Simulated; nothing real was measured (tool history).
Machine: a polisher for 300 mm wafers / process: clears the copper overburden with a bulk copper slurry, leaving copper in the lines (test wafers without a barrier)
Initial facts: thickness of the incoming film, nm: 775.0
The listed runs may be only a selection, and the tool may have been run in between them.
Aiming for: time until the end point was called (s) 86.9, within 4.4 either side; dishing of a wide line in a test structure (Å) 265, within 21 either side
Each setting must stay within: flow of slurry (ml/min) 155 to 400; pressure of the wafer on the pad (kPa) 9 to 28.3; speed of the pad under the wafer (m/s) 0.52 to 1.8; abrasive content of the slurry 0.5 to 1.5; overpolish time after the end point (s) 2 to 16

run,hour,flow of slurry (ml/min),pressure of the wafer on the pad (kPa),speed of the pad under the wafer (m/s),abrasive content of the slurry,overpolish time after the end point (s),time until the end point was called (s),dishing of a wide line in a test structure (Å)
1,0,255,18.6,1.16,1,8,71.219,432.91
2,7.8,225,18.6,1.16,1,8,70.543,417.09
3,15.8,225,18.6,1.16,0.9,8,72.705,396.14
4,23.5,225,21.4,1.16,0.9,8,63.46,466.68
5,26.6,220,19.3,1.16,0.9,7,71.671,381.93
6,33.8,220,19.3,0.92,0.9,7,89.089,337.98
7,35.6,215,19.3,0.94,0.9,6,87.234,308.7
8,38.1,215,19.3,0.94,0.9,4,86.583,233.38

Consider the 5 candidate settings below. Which is the only one whose results all fall within their allowed miss of target?
A,40.6,205,20,0.9,1,6,?,?
B,40.6,240,17.9,0.88,0.85,7,?,?
C,40.6,170,17.9,1.02,0.95,5,?,?
D,40.6,230,17.9,0.92,0.75,7,?,?
E,40.6,240,19.3,0.88,0.95,4,?,?

move,time until the end point was called (s),dishing of a wide line in a test structure (Å)
A,85.084,308.06
B,98.614,307.81
C,86.587,264.37
D,97.504,310.3
E,89.559,216.53
A: moves the result that the last run missed by most past its target, out the other side
B: moves the result that the last run missed by most past its target, out the other side
C: all results in spec
D: moves the result that the last run missed by most past its target, out the other side
E: moves away from the targets compared with the last run
Answer: C
